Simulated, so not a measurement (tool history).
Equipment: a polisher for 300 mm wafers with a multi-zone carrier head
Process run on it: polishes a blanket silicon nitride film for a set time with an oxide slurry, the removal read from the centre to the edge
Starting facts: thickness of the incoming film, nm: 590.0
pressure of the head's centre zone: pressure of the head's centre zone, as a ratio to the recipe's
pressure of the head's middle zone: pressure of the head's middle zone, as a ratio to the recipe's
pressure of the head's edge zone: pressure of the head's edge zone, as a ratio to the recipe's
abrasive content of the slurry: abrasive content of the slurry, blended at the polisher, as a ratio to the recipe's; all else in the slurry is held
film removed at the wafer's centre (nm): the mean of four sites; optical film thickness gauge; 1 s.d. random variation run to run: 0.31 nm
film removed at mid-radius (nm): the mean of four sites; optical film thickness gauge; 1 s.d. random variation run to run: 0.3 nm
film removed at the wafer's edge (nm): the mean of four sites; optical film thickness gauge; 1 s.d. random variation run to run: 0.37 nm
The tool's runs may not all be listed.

run    day  flow of slurry (ml/min)  pressure of the head's centre zone  pressure of the head's middle zone  pressure of the head's edge zone  abrasive content of the slurry  polishing time (s)  film removed at the wafer's centre (nm)  film removed at mid-radius (nm)  film removed at the wafer's edge (nm)
  1  0.000                      280                                1.00                                1.00                              1.00                            1.00                  58                                   44.866                           44.333                                 41.401
  2  0.150                      280                                1.00                                1.00                              1.04                            1.00                  58                                   45.027                           43.322                                 43.357
  3  0.504                      280                                1.00                                1.00                              0.99                            1.00                  58                                   44.576                           43.555                                 41.559
  4  0.733                      285                                1.00                                1.01                              0.94                            0.85                  55                                   40.958                           39.762                                 37.761
  5  1.088                      285                                1.00                                1.01                              0.94                            1.00                  55                                   42.666                           42.213                                 39.597
  6  1.371                      285                                1.00                                1.01                              1.00                            1.00                  55                                   42.104                           42.531                                 40.955
  7  1.579                      250                                1.01                                1.05                              0.94                            0.85                  51                                   37.141                           37.932                                 34.509
  8  1.671                      230                                1.02                                1.07                              0.90                            0.75                  49                                   33.167                           34.450                                 30.576
  9  2.025                      220                                1.04                                1.09                              0.87                            0.65                  48                                   32.722                           32.382                                 28.355

For run 10, what comes out?
 10  2.321                      220                                1.04                                1.11                              0.85                            0.60                  47                                        ?                                ?                                      ?

{"run 10": {"film removed at the wafer's centre (nm)": 30.796, "film removed at mid-radius (nm)": 31.264, "film removed at the wafer's edge (nm)": 25.875}}

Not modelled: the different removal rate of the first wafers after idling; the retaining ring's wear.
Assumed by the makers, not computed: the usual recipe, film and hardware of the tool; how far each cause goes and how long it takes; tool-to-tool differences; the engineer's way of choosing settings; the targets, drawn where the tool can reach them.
